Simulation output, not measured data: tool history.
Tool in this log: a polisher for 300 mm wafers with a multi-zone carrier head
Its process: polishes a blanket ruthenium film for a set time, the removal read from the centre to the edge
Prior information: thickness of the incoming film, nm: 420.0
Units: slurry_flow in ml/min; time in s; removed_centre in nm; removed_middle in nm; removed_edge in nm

run,day,slurry_flow,centre_zone,middle_zone,edge_zone,time,removed_centre,removed_middle,removed_edge
1,0.000,130,1.00,1.00,1.00,30,40.543,42.468,40.508
2,0.067,140,0.99,1.01,1.03,30,41.030,42.137,40.913
3,0.238,140,0.97,1.02,1.04,31,42.419,43.623,43.038
4,0.492,140,0.97,1.02,1.11,31,41.920,44.811,43.987
5,0.796,140,0.97,0.94,1.11,31,41.647,41.580,44.731
6,0.858,140,0.97,0.94,1.11,25,33.258,33.389,36.272

Run 7 has not been measured yet. What should we expect?
7,1.200,145,0.96,0.96,1.12,27,?,?,?

{"run 7": {"removed_centre": 35.983, "removed_middle": 37.79, "removed_edge": 38.841}}
